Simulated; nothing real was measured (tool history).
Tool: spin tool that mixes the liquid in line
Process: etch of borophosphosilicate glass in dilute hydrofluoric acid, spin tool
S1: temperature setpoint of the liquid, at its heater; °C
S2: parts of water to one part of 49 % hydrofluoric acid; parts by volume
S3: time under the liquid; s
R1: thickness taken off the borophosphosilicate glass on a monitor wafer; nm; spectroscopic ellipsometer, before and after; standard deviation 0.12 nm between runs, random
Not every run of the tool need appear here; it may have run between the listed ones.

| run | hour | S1 | S2 | S3 | R1 |
|---|---|---|---|---|---|
| 1 | 0.0 | 21 | 225 | 60 | 14.4980 |
| 2 | 5.5 | 21 | 265 | 60 | 11.6910 |
| 3 | 14.4 | 21 | 210 | 60 | 15.6520 |
| 4 | 23.1 | 21 | 265 | 60 | 11.6560 |
| 5 | 29.5 | 21 | 305 | 60 | 9.8133 |
| 6 | 32.8 | 21 | 375 | 60 | 7.4759 |
| 7 | 38.8 | 21 | 375 | 60 | 7.5092 |
| 8 | 40.9 | 22 | 340 | 60 | 8.9043 |
| 9 | 49.2 | 23 | 310 | 60 | 10.3480 |

Run 10, settings as shown, results not yet in. Your forecast:
| 10 | 55.2 | 24 | 280 | 60 | ? |

R1: 12.1880 nm
